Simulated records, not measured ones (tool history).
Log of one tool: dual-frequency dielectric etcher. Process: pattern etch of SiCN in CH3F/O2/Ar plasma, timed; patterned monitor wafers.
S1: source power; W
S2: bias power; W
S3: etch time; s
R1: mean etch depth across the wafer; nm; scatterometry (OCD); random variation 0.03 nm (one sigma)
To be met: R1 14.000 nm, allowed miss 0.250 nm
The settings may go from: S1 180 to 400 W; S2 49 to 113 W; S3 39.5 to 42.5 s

| run | day | S1 | S2 | S3 | R1 |
|---|---|---|---|---|---|
| 1 | 0.000 | 290 | 81 | 42.5 | 15.211 |
| 2 | 0.325 | 340 | 81 | 42.5 | 15.834 |
| 3 | 0.671 | 340 | 94 | 42.5 | 16.902 |
| 4 | 0.858 | 380 | 94 | 42.5 | 17.431 |
| 5 | 1.100 | 350 | 89 | 42.5 | 16.617 |
| 6 | 1.317 | 320 | 86 | 42.5 | 15.962 |
| 7 | 1.367 | 300 | 84 | 42.5 | 15.485 |
| 8 | 1.608 | 280 | 83 | 42.5 | 15.178 |
| 9 | 1.642 | 260 | 82 | 42.5 | 14.859 |
| 10 | 1.933 | 250 | 81 | 42.5 | 14.613 |

Which of these 4 next moves meets every target?
| A | 2.225 | 310 | 76 | 41.5 | ? |
| B | 2.225 | 230 | 94 | 40.5 | ? |
| C | 2.225 | 210 | 88 | 42.5 | ? |
| D | 2.225 | 250 | 75 | 42.5 | ? |

| move | R1 |
|---|---|
| A | 14.647 |
| B | 14.614 |
| C | 14.560 |
| D | 14.102 |
A: further off than the last run
B: as far off as the last run
C: nearer than the last run, and not there yet
D: meets every target
Answer: D

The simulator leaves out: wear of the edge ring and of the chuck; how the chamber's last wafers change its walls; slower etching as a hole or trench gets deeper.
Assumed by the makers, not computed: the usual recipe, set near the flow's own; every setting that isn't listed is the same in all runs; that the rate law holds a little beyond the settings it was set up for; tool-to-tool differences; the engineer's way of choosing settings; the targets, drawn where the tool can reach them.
